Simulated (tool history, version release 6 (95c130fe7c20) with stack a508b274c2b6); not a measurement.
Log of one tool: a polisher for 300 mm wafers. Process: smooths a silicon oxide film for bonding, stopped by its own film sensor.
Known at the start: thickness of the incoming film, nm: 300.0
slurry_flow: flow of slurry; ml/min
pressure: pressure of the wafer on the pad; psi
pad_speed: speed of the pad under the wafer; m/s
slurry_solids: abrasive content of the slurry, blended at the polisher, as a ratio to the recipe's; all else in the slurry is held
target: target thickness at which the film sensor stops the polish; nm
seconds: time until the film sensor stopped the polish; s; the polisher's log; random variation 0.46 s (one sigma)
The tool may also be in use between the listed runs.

{"run": 1, "hour": 0.0, "slurry_flow": 120, "pressure": 1.6, "pad_speed": 0.7, "slurry_solids": 1, "target": 269, "seconds": 67.112}
{"run": 2, "hour": 7.2, "slurry_flow": 120, "pressure": 1.7, "pad_speed": 0.7, "slurry_solids": 1, "target": 269, "seconds": 64.526}
{"run": 3, "hour": 15.4, "slurry_flow": 120, "pressure": 1.7, "pad_speed": 0.58, "slurry_solids": 1, "target": 269, "seconds": 71.807}
{"run": 4, "hour": 20.4, "slurry_flow": 120, "pressure": 1.3, "pad_speed": 0.58, "slurry_solids": 1, "target": 269, "seconds": 90.927}
{"run": 5, "hour": 28.3, "slurry_flow": 120, "pressure": 1.4, "pad_speed": 0.58, "slurry_solids": 1, "target": 269, "seconds": 83.626}
{"run": 6, "hour": 31.9, "slurry_flow": 100, "pressure": 1.4, "pad_speed": 0.58, "slurry_solids": 1, "target": 269, "seconds": 88.369}
{"hour": 40.8, "done": "head pressure recalibrated"}
{"run": 7, "hour": 40.8, "slurry_flow": 105, "pressure": 1.5, "pad_speed": 0.58, "slurry_solids": 1, "target": 269, "seconds": 75.742}
{"run": 8, "hour": 42.0, "slurry_flow": 135, "pressure": 1.9, "pad_speed": 0.58, "slurry_solids": 1, "target": 269, "seconds": 58.015}
{"run": 9, "hour": 49.2, "slurry_flow": 145, "pressure": 2.1, "pad_speed": 0.58, "slurry_solids": 1, "target": 269, "seconds": 52.273}
{"run": 10, "hour": 55.1, "slurry_flow": 150, "pressure": 2.3, "pad_speed": 0.58, "slurry_solids": 1, "target": 269, "seconds": 48.998}

The next listed run, before its measurement:
{"run": 11, "hour": 61.7, "slurry_flow": 160, "pressure": 2.4, "pad_speed": 0.58, "slurry_solids": 1, "target": 269, "seconds": "?"}

seconds: 46.204 s

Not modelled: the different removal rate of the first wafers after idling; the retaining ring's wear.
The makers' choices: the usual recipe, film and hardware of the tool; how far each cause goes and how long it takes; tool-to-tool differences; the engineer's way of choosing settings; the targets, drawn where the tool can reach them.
